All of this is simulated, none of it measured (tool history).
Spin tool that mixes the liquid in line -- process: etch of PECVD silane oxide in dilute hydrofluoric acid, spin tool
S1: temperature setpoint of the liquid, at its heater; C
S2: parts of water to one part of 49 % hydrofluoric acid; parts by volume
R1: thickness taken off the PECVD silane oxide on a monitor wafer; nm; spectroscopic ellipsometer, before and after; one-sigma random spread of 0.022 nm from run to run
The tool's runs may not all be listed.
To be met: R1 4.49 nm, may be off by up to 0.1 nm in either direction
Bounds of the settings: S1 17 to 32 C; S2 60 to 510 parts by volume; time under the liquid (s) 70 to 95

run 1 hour=0 | S1=24 S2=285 time_under_the_liquid_(s)=95 | R1=9.4947
run 2 hour=1.8 | S1=24 S2=285 time_under_the_liquid_(s)=70 | R1=6.9369
run 3 hour=5.9 | S1=25.5 S2=285 time_under_the_liquid_(s)=70 | R1=7.3014
run 4 hour=8.8 | S1=25 S2=315 time_under_the_liquid_(s)=70 | R1=6.2914
run 5 hour=16.3 | S1=23.5 S2=330 time_under_the_liquid_(s)=70 | R1=5.6374
run 6 hour=21.7 | S1=22 S2=335 time_under_the_liquid_(s)=70 | R1=5.2382
run 7 hour=23.9 | S1=21 S2=335 time_under_the_liquid_(s)=70 | R1=5.0569
run 8 hour=26.4 | S1=20 S2=335 time_under_the_liquid_(s)=70 | R1=4.9134
run 9 hour=33.3 | S1=19.5 S2=335 time_under_the_liquid_(s)=70 | R1=4.8394
run 10 hour=40.5 | S1=19 S2=335 time_under_the_liquid_(s)=70 | R1=4.6731
run 11 hour=49.4 | S1=18.5 S2=335 time_under_the_liquid_(s)=70 | R1=4.6587

4 next moves are on the table. One of them brings every result within its allowed miss. Which?
run A hour=58.3 | S1=17.5 S2=310 time_under_the_liquid_(s)=70 | R1=?
run B hour=58.3 | S1=18 S2=355 time_under_the_liquid_(s)=75 | R1=?
run C hour=58.3 | S1=17.5 S2=355 time_under_the_liquid_(s)=85 | R1=?
run D hour=58.3 | S1=20 S2=360 time_under_the_liquid_(s)=75 | R1=?

move=A R1=4.8997
move=B R1=4.4989
move=C R1=5.0065
move=D R1=4.7468
A: its largest miss is bigger than the last run's
B: in spec on every target
C: its largest miss is bigger than the last run's
D: its largest miss is bigger than the last run's
Move B is the one to make.
